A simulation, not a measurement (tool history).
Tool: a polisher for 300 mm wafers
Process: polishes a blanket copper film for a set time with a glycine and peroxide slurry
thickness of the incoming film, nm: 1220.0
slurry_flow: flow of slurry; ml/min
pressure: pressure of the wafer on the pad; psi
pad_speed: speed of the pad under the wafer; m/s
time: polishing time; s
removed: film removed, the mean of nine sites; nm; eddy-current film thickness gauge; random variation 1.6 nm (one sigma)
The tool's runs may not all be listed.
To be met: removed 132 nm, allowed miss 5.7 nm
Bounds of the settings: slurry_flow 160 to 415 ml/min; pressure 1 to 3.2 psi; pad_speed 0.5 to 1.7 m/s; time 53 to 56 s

run	hour	slurry_flow	pressure	pad_speed	time	removed
1	0	265	2.1	1.1	53	222.15
2	4	265	2.1	1.3	53	258.06
3	7.4	210	2.1	1.3	53	247.77
4	9.8	210	2.1	1.3	53	255.14
5	11.1	210	2.1	1.3	56	266.53
6	16.3	210	2.1	1.08	56	232.01
7	24.2	210	2.1	1.08	56	227.5
8	32.8	210	2	1.06	56	222.11
9	34.3	210	1.9	1.02	56	208.45
10	42.8	210	1.8	0.98	56	192.79
11	47.9	210	1.7	0.96	56	184.13
12	53.7	210	1.7	0.96	56	179.92
13	58.2	210	1.1	0.86	56	140.67

Which of these 4 next moves meets every target?
A	62.7	215	1	1.1	54	?
B	62.7	235	1.2	0.8	53	?
C	62.7	175	1.5	0.88	54	?
D	62.7	185	1.2	0.92	56	?

move	removed
A	157.16
B	135.13
C	154.88
D	151.47
A: further off than the last run
B: meets every target
C: further off than the last run
D: further off than the last run
The right move is B.
